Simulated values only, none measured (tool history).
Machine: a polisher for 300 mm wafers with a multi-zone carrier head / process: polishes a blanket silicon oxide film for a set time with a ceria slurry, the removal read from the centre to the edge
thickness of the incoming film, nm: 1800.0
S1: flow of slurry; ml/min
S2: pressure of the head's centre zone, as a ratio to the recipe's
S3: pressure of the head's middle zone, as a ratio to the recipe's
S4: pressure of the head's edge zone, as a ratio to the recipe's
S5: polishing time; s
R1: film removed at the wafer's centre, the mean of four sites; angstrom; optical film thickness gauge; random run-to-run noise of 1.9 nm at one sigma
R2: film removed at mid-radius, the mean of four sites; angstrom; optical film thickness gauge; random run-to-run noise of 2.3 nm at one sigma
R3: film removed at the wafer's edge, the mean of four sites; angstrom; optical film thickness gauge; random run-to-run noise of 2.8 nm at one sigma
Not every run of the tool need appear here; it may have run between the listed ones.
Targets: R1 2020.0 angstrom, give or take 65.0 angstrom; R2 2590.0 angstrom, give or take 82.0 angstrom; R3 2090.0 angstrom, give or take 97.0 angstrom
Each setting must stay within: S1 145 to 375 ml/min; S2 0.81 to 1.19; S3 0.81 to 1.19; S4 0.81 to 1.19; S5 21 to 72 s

run,hour,S1,S2,S3,S4,S5,R1,R2,R3
1,0.0,240,1.00,1.00,1.00,46,2881.9,2948.8,2896.5
2,6.3,240,0.99,1.01,0.98,45,2710.8,2859.7,2804.0
3,7.9,240,0.99,1.07,0.98,45,2759.5,3023.0,2738.4
4,11.2,240,0.98,1.08,0.97,44,2670.3,2988.2,2707.6
5,16.6,240,0.97,1.09,0.96,43,2548.1,2970.6,2612.9
6,17.6,240,0.97,1.15,0.96,43,2563.0,3093.7,2529.1
7,25.2,235,0.96,1.15,0.95,42,2445.2,3010.6,2533.0
8,33.5,240,0.96,1.15,0.95,41,2431.1,2929.0,2502.0
9,38.0,235,0.96,1.15,0.93,40,2363.8,2840.3,2326.4
10,41.4,230,0.95,1.15,0.92,40,2352.9,2835.2,2399.9
11,47.7,235,0.95,1.15,0.92,39,2262.9,2825.5,2306.7
12,56.6,225,0.89,1.11,0.83,36,1963.0,2504.7,2033.5

Of the 5 settings listed for the next run, only one would bring every result within its allowed miss of target. Which one?
A,65.5,185,1.08,1.16,0.82,35,?,?,?
B,65.5,220,0.92,1.05,0.86,36,?,?,?
C,65.5,330,0.96,1.11,0.81,36,?,?,?
D,65.5,275,0.95,1.19,0.81,34,?,?,?
E,65.5,190,0.89,1.11,0.81,38,?,?,?

move,R1,R2,R3
A,2245.7,2492.8,1941.8
B,2015.9,2412.0,2074.7
C,2207.0,2638.6,2089.8
D,2024.7,2601.1,1945.9
E,2014.2,2618.5,2105.4
A: moves away from the targets compared with the last run
B: moves away from the targets compared with the last run
C: gets the furthest-off result to its target, but another result is out of tolerance
D: gets the furthest-off result to its target, but another result is out of tolerance
E: every result lands within tolerance
Answer: E

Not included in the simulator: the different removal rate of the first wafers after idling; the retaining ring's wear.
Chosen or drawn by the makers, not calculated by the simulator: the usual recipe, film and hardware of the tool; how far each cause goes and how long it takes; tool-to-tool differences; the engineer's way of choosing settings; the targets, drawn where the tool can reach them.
